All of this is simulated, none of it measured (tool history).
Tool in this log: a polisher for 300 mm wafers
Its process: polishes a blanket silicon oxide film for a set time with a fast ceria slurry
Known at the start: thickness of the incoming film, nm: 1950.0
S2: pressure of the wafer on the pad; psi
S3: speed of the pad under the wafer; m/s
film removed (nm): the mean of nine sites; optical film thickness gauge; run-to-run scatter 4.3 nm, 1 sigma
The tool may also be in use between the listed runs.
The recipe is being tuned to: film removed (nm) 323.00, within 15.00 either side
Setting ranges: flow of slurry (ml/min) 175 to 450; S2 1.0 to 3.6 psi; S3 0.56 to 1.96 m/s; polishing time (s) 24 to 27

Run 1, day 0.000: flow of slurry (ml/min) 290, S2 2.3 psi, S3 1.26 m/s, polishing time (s) 27. Result: film removed (nm) 496.94.
Run 2, day 0.046: flow of slurry (ml/min) 290, S2 2.3 psi, S3 1.16 m/s, polishing time (s) 27. Result: film removed (nm) 459.99.
Run 3, day 0.088: flow of slurry (ml/min) 290, S2 2.1 psi, S3 1.16 m/s, polishing time (s) 27. Result: film removed (nm) 434.49.
Run 4, day 0.362: flow of slurry (ml/min) 290, S2 1.9 psi, S3 1.14 m/s, polishing time (s) 27. Result: film removed (nm) 384.10.
Run 5, day 0.471: flow of slurry (ml/min) 290, S2 1.9 psi, S3 1.40 m/s, polishing time (s) 27. Result: film removed (nm) 467.52.
Run 6, day 0.662: flow of slurry (ml/min) 290, S2 1.9 psi, S3 1.40 m/s, polishing time (s) 24. Result: film removed (nm) 416.55.
Run 7, day 0.775: flow of slurry (ml/min) 290, S2 1.8 psi, S3 1.40 m/s, polishing time (s) 24. Result: film removed (nm) 392.67.
Run 8, day 0.908: flow of slurry (ml/min) 290, S2 1.7 psi, S3 1.40 m/s, polishing time (s) 24. Result: film removed (nm) 368.04.
Run 9, day 1.138: flow of slurry (ml/min) 290, S2 1.6 psi, S3 1.40 m/s, polishing time (s) 24. Result: film removed (nm) 356.21.

Below are 5 possible settings for the next run. Only one of them brings all results inside the allowed miss of their targets. Which is it?
Run A, day 1.367: flow of slurry (ml/min) 305, S2 1.8 psi, S3 1.24 m/s, polishing time (s) 27. Result: film removed (nm) ?.
Run B, day 1.367: flow of slurry (ml/min) 335, S2 1.2 psi, S3 1.36 m/s, polishing time (s) 26. Result: film removed (nm) ?.
Run C, day 1.367: flow of slurry (ml/min) 280, S2 1.5 psi, S3 1.24 m/s, polishing time (s) 24. Result: film removed (nm) ?.
Run D, day 1.367: flow of slurry (ml/min) 280, S2 1.4 psi, S3 1.32 m/s, polishing time (s) 24. Result: film removed (nm) ?.
Run E, day 1.367: flow of slurry (ml/min) 260, S2 1.3 psi, S3 1.60 m/s, polishing time (s) 24. Result: film removed (nm) ?.

move  film removed (nm)
   A             401.81
   B             289.80
   C             297.56
   D             296.05
   E             330.34
A: further off than the last run
B: the result that was furthest off in the last run now lies on the other side of its target
C: the result that was furthest off in the last run now lies on the other side of its target
D: the result that was furthest off in the last run now lies on the other side of its target
E: every result lands within tolerance
Move E is the one to make.
